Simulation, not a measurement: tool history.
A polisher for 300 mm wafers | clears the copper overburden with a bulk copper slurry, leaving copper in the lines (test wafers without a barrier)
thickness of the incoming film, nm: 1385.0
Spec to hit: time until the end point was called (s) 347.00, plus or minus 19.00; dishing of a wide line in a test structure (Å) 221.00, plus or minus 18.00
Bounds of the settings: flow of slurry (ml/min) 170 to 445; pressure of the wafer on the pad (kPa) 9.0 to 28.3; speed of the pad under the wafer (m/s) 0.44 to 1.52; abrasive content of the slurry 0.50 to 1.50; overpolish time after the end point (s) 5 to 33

run,day,flow of slurry (ml/min),pressure of the wafer on the pad (kPa),speed of the pad under the wafer (m/s),abrasive content of the slurry,overpolish time after the end point (s),time until the end point was called (s),dishing of a wide line in a test structure (Å)
1,0.000,285,18.6,0.98,1.00,17,176.38,242.30
2,0.175,285,17.2,0.96,1.00,16,198.60,243.34
3,0.438,285,15.9,0.94,1.00,14,215.96,240.07
4,0.708,285,14.5,0.92,1.00,13,240.95,228.69
5,0.800,285,14.5,1.08,1.00,13,210.37,243.96
6,0.829,285,14.5,1.08,1.20,13,194.58,225.17
7,1.058,285,13.8,1.04,1.15,13,212.91,236.34
8,1.192,285,13.1,1.00,1.15,12,236.57,221.11
9,1.233,285,12.4,0.98,1.15,12,251.53,223.93
10,1.512,285,11.7,0.96,1.15,12,276.39,228.26
11,1.750,285,11.0,0.96,1.15,12,289.97,223.49
12,1.779,285,9.7,0.94,1.15,12,337.79,195.43
13,1.846,285,9.7,0.92,1.10,11,346.05,193.95

Exactly one of the 4 candidate moves below puts every result within its allowed miss. Which one?
A,1.912,230,17.9,0.48,1.45,33,?,?
B,1.912,205,15.9,0.54,1.50,32,?,?
C,1.912,445,9.0,0.98,1.00,9,?,?
D,1.912,275,11.0,0.82,1.10,15,?,?

move,time until the end point was called (s),dishing of a wide line in a test structure (Å)
A,344.37,253.38
B,349.60,251.51
C,349.73,179.68
D,346.62,221.03
A: takes the result that was furthest off past its target
B: takes the result that was furthest off past its target
C: moves away from the targets compared with the last run
D: all results in spec
Correct choice: D, which meets every target
